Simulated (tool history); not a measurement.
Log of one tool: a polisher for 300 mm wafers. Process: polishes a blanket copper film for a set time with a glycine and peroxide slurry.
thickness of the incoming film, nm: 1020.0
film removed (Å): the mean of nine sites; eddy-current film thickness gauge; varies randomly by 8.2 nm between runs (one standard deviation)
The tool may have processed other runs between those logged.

run  hour  flow of slurry (ml/min)  pressure of the wafer on the pad (psi)  speed of the pad under the wafer (m/s)  polishing time (s)  film removed (Å)
  1   0.0                      140                                     3.1                                    1.06                  69            4125.7
  2   6.7                      115                                     3.1                                    1.06                  69            3862.0
  3   9.3                      115                                     3.1                                    1.06                  72            4109.7
  4  16.8                      115                                     3.1                                    1.06                  72            4097.7
  5  20.5                      125                                     3.3                                    1.06                  72            4395.6
  6  29.1                      125                                     3.3                                    1.16                  72            4698.9
  7  36.5                      125                                     3.3                                    1.16                  72            4719.5
  8  42.8                      135                                     3.4                                    1.16                  72            4834.3

Expected results for the next run?
  9  50.5                      140                                     3.6                                    1.16                  72                 ?

film removed (Å): 5095.9
